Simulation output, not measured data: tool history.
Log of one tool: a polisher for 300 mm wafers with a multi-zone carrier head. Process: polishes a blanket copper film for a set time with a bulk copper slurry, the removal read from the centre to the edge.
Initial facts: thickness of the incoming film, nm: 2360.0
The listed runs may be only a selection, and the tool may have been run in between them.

run  hour  flow of slurry (ml/min)  pressure of the head's centre zone  pressure of the head's middle zone  pressure of the head's edge zone  abrasive content of the slurry  polishing time (s)  film removed at the wafer's centre (nm)  film removed at mid-radius (nm)  film removed at the wafer's edge (nm)
  1   0.0                      250                                1.00                                1.00                              1.00                            1.00                  32                                   418.33                           414.39                                 409.24
  2   2.6                      255                                1.00                                1.01                              1.02                            1.05                  33                                   434.07                           443.03                                 424.91
  3   6.5                      225                                1.00                                1.01                              1.02                            1.05                  33                                   433.14                           433.62                                 421.09
  4   9.4                      225                                1.00                                1.01                              1.02                            0.85                  33                                   412.13                           414.73                                 407.20
  5  10.1                      235                                1.00                                1.01                              1.04                            0.90                  34                                   435.53                           436.29                                 432.04
  6  13.7                      235                                1.00                                1.01                              1.04                            0.90                  31                                   398.53                           395.27                                 395.19
  7  17.2                      245                                1.00                                1.01                              1.06                            0.95                  32                                   419.83                           413.42                                 411.06
  8  25.0                      245                                0.99                                1.01                              1.07                            1.00                  33                                   426.67                           431.25                                 431.97

Forecast run 9:
  9  31.7                      245                                0.99                                1.01                              1.07                            1.00                  33                                        ?                                ?                                      ?

{"run 9": {"film removed at the wafer's centre (nm)": 427.11, "film removed at mid-radius (nm)": 429.74, "film removed at the wafer's edge (nm)": 437.78}}

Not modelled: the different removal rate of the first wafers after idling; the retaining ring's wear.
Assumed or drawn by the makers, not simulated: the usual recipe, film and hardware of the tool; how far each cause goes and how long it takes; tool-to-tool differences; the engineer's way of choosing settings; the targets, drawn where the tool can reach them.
